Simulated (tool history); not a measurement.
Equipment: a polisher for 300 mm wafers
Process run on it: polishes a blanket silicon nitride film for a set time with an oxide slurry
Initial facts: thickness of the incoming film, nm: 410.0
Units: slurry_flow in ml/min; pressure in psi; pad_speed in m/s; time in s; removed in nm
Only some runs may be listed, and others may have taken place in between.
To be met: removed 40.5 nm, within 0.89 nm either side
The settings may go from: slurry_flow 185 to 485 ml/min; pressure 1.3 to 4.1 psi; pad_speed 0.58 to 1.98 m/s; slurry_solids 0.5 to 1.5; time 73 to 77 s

run  hour  slurry_flow  pressure  pad_speed  slurry_solids  time  removed
  1     0          310       2.7       1.28              1    73   47.087
  2   2.8          310       2.5       1.28              1    73   43.801
  3   4.4          305       2.5       1.28              1    73   42.898
  4  12.1          305       2.5        1.4              1    73   45.904
  5  20.8          335       2.5        1.4              1    73   46.688
  6  28.6          335       2.5       1.66              1    73   52.692
  7  37.1          330       2.3       1.66              1    73   48.851
  8  40.6          325       2.2       1.66              1    73   46.679
  9  43.4          315       2.1       1.66              1    73   44.363
 10  46.1          300       2.1       1.66              1    73    44.54
 11  52.1          295         2       1.66              1    73   42.254
 12  59.6          285         2       1.66              1    73   42.322
 13  62.8          280         2       1.66              1    73   41.856
 14  67.4          270         2       1.66              1    73   42.053
 15  71.6          265         2       1.66              1    73   41.565
 16  76.9          260         2       1.66              1    73    41.73
 17  84.7          255         2       1.66              1    73   41.655
 18  87.5          250         2       1.66              1    73   41.675
 19  88.6          245       1.9       1.66              1    73   38.991

Consider the 4 candidate settings below. Which is the only one whose results all fall within their allowed miss of target?
  A  89.7          285         2        1.6           0.85    73        ?
  B  89.7          325       2.3       1.28           0.85    77        ?
  C  89.7          290       1.7       1.76           0.95    77        ?
  D  89.7          330       2.4        1.5            0.8    73        ?

move  removed
   A   36.874
   B   38.165
   C   38.701
   D   40.494
A: the biggest miss grows against the last run
B: the biggest miss grows against the last run
C: the biggest miss grows against the last run
D: each result inside its tolerance
The move that meets every target is D.

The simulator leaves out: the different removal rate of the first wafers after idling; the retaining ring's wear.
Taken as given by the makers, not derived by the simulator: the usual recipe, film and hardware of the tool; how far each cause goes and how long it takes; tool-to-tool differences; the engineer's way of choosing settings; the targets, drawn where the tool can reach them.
